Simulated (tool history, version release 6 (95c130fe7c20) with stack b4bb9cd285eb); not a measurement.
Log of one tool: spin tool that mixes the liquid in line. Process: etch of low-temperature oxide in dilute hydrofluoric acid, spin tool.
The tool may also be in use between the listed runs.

run	hour	temperature setpoint of the liquid (C)	parts of water to one part of 49 % hydrofluoric acid (parts by volume)	time under the liquid (s)	thickness taken off the low-temperature oxide on a monitor wafer (nm)
1	0.0	20.0	155	65	8.2484
2	0.8	20.0	105	65	12.9780
3	6.5	20.0	105	45	8.9851
4	7.6	20.0	105	45	8.8203
5	12.1	21.5	105	45	9.4477
6	13.8	21.0	125	45	7.6069

Forecast run 7:
7	19.5	21.5	135	45	?

Run 7 gave thickness taken off the low-temperature oxide on a monitor wafer (nm) 7.1818.

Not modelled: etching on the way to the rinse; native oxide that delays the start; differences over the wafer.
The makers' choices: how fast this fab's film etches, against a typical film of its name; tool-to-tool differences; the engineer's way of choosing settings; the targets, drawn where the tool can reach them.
